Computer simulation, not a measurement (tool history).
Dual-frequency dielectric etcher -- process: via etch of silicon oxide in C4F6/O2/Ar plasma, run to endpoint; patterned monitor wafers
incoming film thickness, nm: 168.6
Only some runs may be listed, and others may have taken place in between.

run,hour,bias power (W),source power (W),Ar flow (sccm),endpoint time (s)
1,0.0,423,450,259,36.637
2,8.2,423,450,230,36.262
3,9.5,423,450,193,35.552
4,12.3,423,450,209,35.997
5,16.8,366,450,209,37.780
6,25.2,380,450,209,37.671
7,26.5,392,450,209,37.126
8,35.1,404,450,209,36.843
9,40.2,415,450,209,36.407
10,45.0,426,450,209,35.982
11,49.7,435,450,209,35.814
12,51.3,444,450,209,35.485
13,58.0,452,450,209,35.447
14,62.7,461,450,209,34.731
15,65.2,467,450,209,34.867
16,68.2,474,450,209,34.674
17,77.0,474,450,209,34.689
18,83.6,480,450,209,34.477
19,90.1,486,450,209,34.289

Run 20, settings as shown, results not yet in. Your forecast:
20,98.3,491,450,209,?

Logged for run 20: endpoint time (s) 34.240.
